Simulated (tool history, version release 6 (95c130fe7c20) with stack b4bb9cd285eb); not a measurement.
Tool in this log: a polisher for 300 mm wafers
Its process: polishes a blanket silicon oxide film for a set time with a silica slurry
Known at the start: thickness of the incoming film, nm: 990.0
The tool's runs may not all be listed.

run	hour	flow of slurry (ml/min)	pressure of the wafer on the pad (kPa)	speed of the pad under the wafer (cm/s)	abrasive content of the slurry	polishing time (s)	film removed (nm)
1	0	310	22.1	118	1	72	159.31
2	4.3	310	21.4	118	1	72	151.16
3	8.3	310	21.4	92	1	72	124.75
4	11.2	310	21.4	114	1	72	151.16
5	16.4	310	21.4	114	0.8	72	134.84
6	19.5	310	21.4	136	0.8	72	154.94

Forecast run 7:
7	21.8	310	20.7	136	0.8	72	?

{"run 7": {"film removed (nm)": 150.57}}
